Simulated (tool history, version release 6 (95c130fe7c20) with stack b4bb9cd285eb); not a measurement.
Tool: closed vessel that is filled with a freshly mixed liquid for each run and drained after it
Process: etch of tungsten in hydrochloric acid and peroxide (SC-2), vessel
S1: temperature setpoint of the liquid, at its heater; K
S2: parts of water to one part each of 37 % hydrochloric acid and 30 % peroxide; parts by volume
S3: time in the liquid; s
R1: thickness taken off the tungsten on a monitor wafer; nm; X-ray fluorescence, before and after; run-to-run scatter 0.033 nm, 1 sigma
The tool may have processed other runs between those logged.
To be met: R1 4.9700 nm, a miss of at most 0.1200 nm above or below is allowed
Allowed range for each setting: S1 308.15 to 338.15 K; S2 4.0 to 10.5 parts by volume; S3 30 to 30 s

Run 1, hour 0.0: S1 322.15 K, S2 5.5 parts by volume, S3 30 s. Result: R1 9.6059 nm.
Run 2, hour 4.6: S1 322.15 K, S2 5.5 parts by volume, S3 30 s. Result: R1 9.7133 nm.
Run 3, hour 8.4: S1 322.15 K, S2 5.0 parts by volume, S3 30 s. Result: R1 10.3720 nm.
Run 4, hour 17.1: S1 319.15 K, S2 5.0 parts by volume, S3 30 s. Result: R1 8.4091 nm.
Run 5, hour 23.4: S1 319.15 K, S2 5.0 parts by volume, S3 30 s. Result: R1 8.3578 nm.
Run 6, hour 24.4: S1 314.15 K, S2 5.0 parts by volume, S3 30 s. Result: R1 5.9549 nm.
Run 7, hour 27.3: S1 313.65 K, S2 5.0 parts by volume, S3 30 s. Result: R1 5.7872 nm.
Run 8, hour 31.5: S1 311.15 K, S2 5.0 parts by volume, S3 30 s. Result: R1 4.7316 nm.

4 candidate next runs follow, results not yet known. Just one meets every target within its allowed miss. Identify it.
Run A, hour 35.7: S1 314.65 K, S2 7.5 parts by volume, S3 30 s. Result: R1 ?.
Run B, hour 35.7: S1 311.65 K, S2 5.5 parts by volume, S3 30 s. Result: R1 ?.
Run C, hour 35.7: S1 312.65 K, S2 5.5 parts by volume, S3 30 s. Result: R1 ?.
Run D, hour 35.7: S1 309.15 K, S2 4.5 parts by volume, S3 30 s. Result: R1 ?.

move      R1
   A  4.5222
   B  4.6291
   C  4.9720
   D  4.4585
A: moves away from the targets compared with the last run
B: moves away from the targets compared with the last run
C: hits every target within its allowed miss
D: moves away from the targets compared with the last run
Answer: C

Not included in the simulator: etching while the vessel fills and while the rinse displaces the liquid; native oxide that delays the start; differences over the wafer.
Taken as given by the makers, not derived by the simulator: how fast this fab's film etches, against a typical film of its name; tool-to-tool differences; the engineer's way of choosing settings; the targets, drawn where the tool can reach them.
